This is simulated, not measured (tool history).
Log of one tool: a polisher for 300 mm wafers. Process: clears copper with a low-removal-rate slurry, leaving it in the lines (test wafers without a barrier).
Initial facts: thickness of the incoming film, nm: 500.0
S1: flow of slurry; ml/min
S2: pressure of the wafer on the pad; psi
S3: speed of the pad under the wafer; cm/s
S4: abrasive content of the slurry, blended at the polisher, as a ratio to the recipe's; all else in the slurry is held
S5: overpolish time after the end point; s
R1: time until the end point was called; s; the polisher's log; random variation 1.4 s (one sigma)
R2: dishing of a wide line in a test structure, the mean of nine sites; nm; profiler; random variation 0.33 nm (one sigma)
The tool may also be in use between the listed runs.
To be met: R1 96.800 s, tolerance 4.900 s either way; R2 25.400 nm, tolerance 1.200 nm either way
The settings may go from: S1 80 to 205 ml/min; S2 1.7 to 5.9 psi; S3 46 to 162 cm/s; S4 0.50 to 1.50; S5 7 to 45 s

run	hour	S1	S2	S3	S4	S5	R1	R2
1	0.0	135	3.8	104	1.00	23	114.380	58.020
2	7.3	135	3.3	104	1.00	23	130.050	53.578
3	9.2	135	3.6	96	1.00	21	131.790	49.945
4	16.7	125	3.5	102	0.95	19	132.640	47.086
5	24.0	135	3.4	102	1.05	17	127.070	42.447
6	29.2	135	3.4	102	1.05	21	129.630	50.938
7	31.5	145	3.5	100	0.95	19	128.660	47.332
8	38.4	155	3.3	104	1.05	17	128.540	42.537
# hour 47.3: slurry blender recalibrated
9	47.3	160	3.2	108	1.10	16	120.170	42.843
10	50.4	165	3.0	112	1.15	15	121.840	40.452
11	52.8	165	3.0	112	1.15	15	124.450	39.767
12	60.4	170	2.8	116	1.20	14	122.950	37.646
13	66.8	175	2.6	122	1.25	13	124.070	34.631
14	68.4	180	2.5	128	1.30	12	121.540	32.651
15	74.3	185	2.4	132	1.35	11	121.820	31.032
16	79.4	190	2.3	136	1.35	10	120.860	28.600
17	84.0	190	2.3	140	1.35	10	119.480	28.078
18	86.3	190	2.3	144	1.35	10	114.460	29.213
19	91.7	190	2.3	146	1.35	10	111.940	30.005
20	99.3	190	2.3	148	1.35	10	111.630	29.615
21	106.4	190	2.3	150	1.35	10	110.310	30.223
22	107.3	190	2.3	152	1.35	10	109.100	30.270
23	110.9	190	2.3	154	1.35	10	105.970	31.902
24	118.5	205	2.3	146	1.50	7	108.960	22.013
25	125.5	205	2.4	146	1.50	7	103.590	22.731

4 next moves are on the table. One of them brings every result within its allowed miss. Which?
A	132.5	205	2.3	138	1.50	7	?	?
B	132.5	190	2.4	162	1.45	7	?	?
C	132.5	205	2.4	134	1.40	7	?	?
D	132.5	190	2.5	130	1.50	7	?	?

move	R1	R2
A	116.250	21.051
B	97.339	24.747
C	116.730	20.995
D	115.850	21.163
A: lands further from the targets than the last run did
B: every result within its allowed miss
C: lands further from the targets than the last run did
D: lands further from the targets than the last run did
B meets every target.
